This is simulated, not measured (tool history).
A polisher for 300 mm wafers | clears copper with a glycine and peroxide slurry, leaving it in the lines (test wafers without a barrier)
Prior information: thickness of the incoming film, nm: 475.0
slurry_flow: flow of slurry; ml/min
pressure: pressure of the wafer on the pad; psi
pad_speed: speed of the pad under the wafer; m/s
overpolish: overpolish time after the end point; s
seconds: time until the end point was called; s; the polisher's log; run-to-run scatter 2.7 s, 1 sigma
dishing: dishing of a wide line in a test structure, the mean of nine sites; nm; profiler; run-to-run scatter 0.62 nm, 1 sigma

{"run": 1, "hour": 0.0, "slurry_flow": 170, "pressure": 2.5, "pad_speed": 0.92, "overpolish": 20, "seconds": 97.77, "dishing": 52.939}
{"run": 2, "hour": 8.9, "slurry_flow": 170, "pressure": 2.5, "pad_speed": 0.82, "overpolish": 20, "seconds": 106.99, "dishing": 52.423}
{"run": 3, "hour": 10.1, "slurry_flow": 170, "pressure": 2.5, "pad_speed": 0.82, "overpolish": 26, "seconds": 106.15, "dishing": 62.02}
{"run": 4, "hour": 11.2, "slurry_flow": 190, "pressure": 2.5, "pad_speed": 0.82, "overpolish": 26, "seconds": 105.69, "dishing": 62.617}
{"run": 5, "hour": 13.3, "slurry_flow": 190, "pressure": 2.8, "pad_speed": 0.82, "overpolish": 26, "seconds": 99.845, "dishing": 62.726}
{"run": 6, "hour": 20.5, "slurry_flow": 160, "pressure": 2.8, "pad_speed": 0.82, "overpolish": 26, "seconds": 104.09, "dishing": 63.731}
{"hour": 23.7, "done": "worn pad replaced by a new one"}
{"run": 7, "hour": 23.7, "slurry_flow": 160, "pressure": 2.7, "pad_speed": 0.8, "overpolish": 25, "seconds": 95.563, "dishing": 62.995}

Run 8 is up next; what results do you expect?
{"run": 8, "hour": 25.1, "slurry_flow": 110, "pressure": 2, "pad_speed": 0.54, "overpolish": 22, "seconds": "?", "dishing": "?"}

seconds: 164.25 s
dishing: 41.027 nm

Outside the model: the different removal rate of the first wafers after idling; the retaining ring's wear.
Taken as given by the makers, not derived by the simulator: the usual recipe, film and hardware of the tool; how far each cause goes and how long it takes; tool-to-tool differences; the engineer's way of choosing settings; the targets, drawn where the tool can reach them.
